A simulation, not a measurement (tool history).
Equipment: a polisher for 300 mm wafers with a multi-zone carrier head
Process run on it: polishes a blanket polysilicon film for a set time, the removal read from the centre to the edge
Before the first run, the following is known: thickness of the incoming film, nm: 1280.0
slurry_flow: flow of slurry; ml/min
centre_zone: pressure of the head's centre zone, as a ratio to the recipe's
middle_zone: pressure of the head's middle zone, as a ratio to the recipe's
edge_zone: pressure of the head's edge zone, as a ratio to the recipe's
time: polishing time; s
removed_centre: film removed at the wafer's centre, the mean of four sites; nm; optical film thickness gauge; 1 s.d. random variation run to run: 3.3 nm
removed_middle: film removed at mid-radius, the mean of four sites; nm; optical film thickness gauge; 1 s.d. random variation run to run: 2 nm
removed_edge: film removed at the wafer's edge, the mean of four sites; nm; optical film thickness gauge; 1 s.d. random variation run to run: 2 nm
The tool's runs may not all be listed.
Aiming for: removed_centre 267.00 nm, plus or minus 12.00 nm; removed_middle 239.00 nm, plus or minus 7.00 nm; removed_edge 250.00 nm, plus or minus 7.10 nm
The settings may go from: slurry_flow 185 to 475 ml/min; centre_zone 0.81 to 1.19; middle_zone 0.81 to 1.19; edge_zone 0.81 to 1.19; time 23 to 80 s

run	hour	slurry_flow	centre_zone	middle_zone	edge_zone	time	removed_centre	removed_middle	removed_edge
1	0.0	305	1.00	1.00	1.00	51	338.44	348.78	337.76
2	8.4	305	1.04	1.00	1.00	51	351.80	342.84	338.32
3	15.6	300	1.03	0.97	0.98	49	341.86	324.43	321.80
4	19.1	300	1.03	0.97	0.94	49	334.48	329.91	313.53
5	19.9	295	1.02	0.95	0.94	47	310.35	305.84	301.13
6	24.9	295	1.08	0.95	0.94	47	337.86	311.65	301.36
7	31.0	290	1.07	0.93	0.93	46	320.76	293.56	295.46
8	34.8	295	1.05	0.88	0.85	37	263.09	228.39	226.98
9	40.5	295	1.05	0.88	0.87	37	259.68	221.69	229.44
10	45.4	295	1.05	0.88	0.87	37	260.39	224.68	230.46
11	52.3	295	1.05	0.89	0.89	37	254.78	229.77	233.02
12	55.8	295	1.06	0.89	0.90	37	253.98	226.95	234.10
13	62.1	295	1.06	0.89	0.90	37	262.86	229.06	231.98
14	68.7	295	1.06	0.89	0.92	37	260.12	230.10	237.76

5 candidate next runs follow, results not yet known. Just one meets every target within its allowed miss. Identify it.
A	75.3	340	1.05	0.81	0.95	37	?	?	?
B	75.3	305	1.06	0.91	0.85	36	?	?	?
C	75.3	235	1.05	0.90	0.95	39	?	?	?
D	75.3	300	0.97	1.01	0.94	37	?	?	?
E	75.3	200	0.93	0.94	0.85	42	?	?	?

move	removed_centre	removed_middle	removed_edge
A	262.32	211.64	239.28
B	255.36	224.66	219.59
C	266.74	235.39	245.67
D	239.81	251.74	235.62
E	249.40	258.54	248.20
A: moves away from the targets compared with the last run
B: moves away from the targets compared with the last run
C: meets every target
D: moves away from the targets compared with the last run
E: puts the biggest miss on target and leaves a different result outside tolerance
Answer: C
